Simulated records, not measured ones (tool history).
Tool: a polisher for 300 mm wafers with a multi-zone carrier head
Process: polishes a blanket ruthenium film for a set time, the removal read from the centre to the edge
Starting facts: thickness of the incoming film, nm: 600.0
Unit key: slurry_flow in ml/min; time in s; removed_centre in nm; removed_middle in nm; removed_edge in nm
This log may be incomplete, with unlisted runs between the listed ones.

run 1 hour=0.0 | slurry_flow=185 centre_zone=1.00 middle_zone=1.00 edge_zone=1.00 time=38 | removed_centre=48.911 removed_middle=48.508 removed_edge=49.426
run 2 hour=7.1 | slurry_flow=200 centre_zone=1.03 middle_zone=1.04 edge_zone=1.02 time=40 | removed_centre=54.328 removed_middle=53.964 removed_edge=51.748
run 3 hour=11.4 | slurry_flow=205 centre_zone=1.04 middle_zone=1.05 edge_zone=1.04 time=42 | removed_centre=57.830 removed_middle=57.490 removed_edge=54.787
run 4 hour=17.7 | slurry_flow=180 centre_zone=1.04 middle_zone=1.05 edge_zone=1.04 time=42 | removed_centre=56.206 removed_middle=55.371 removed_edge=54.741
run 5 hour=22.4 | slurry_flow=190 centre_zone=1.05 middle_zone=1.07 edge_zone=1.06 time=43 | removed_centre=58.975 removed_middle=58.875 removed_edge=56.730
run 6 hour=29.5 | slurry_flow=155 centre_zone=1.05 middle_zone=1.07 edge_zone=1.06 time=43 | removed_centre=54.032 removed_middle=56.000 removed_edge=55.118
run 7 hour=36.8 | slurry_flow=180 centre_zone=1.05 middle_zone=1.08 edge_zone=1.08 time=44 | removed_centre=59.967 removed_middle=59.546 removed_edge=57.864
run 8 hour=40.1 | slurry_flow=200 centre_zone=1.04 middle_zone=1.09 edge_zone=1.09 time=44 | removed_centre=60.116 removed_middle=61.969 removed_edge=58.044
run 9 hour=46.2 | slurry_flow=210 centre_zone=1.05 middle_zone=1.09 edge_zone=1.10 time=45 | removed_centre=61.897 removed_middle=63.615 removed_edge=60.568

Run 10, settings as shown, results not yet in. Your forecast:
run 10 hour=50.4 | slurry_flow=210 centre_zone=1.05 middle_zone=1.09 edge_zone=1.10 time=45 | removed_centre=? removed_middle=? removed_edge=?

removed_centre: 60.668 nm
removed_middle: 63.406 nm
removed_edge: 61.989 nm

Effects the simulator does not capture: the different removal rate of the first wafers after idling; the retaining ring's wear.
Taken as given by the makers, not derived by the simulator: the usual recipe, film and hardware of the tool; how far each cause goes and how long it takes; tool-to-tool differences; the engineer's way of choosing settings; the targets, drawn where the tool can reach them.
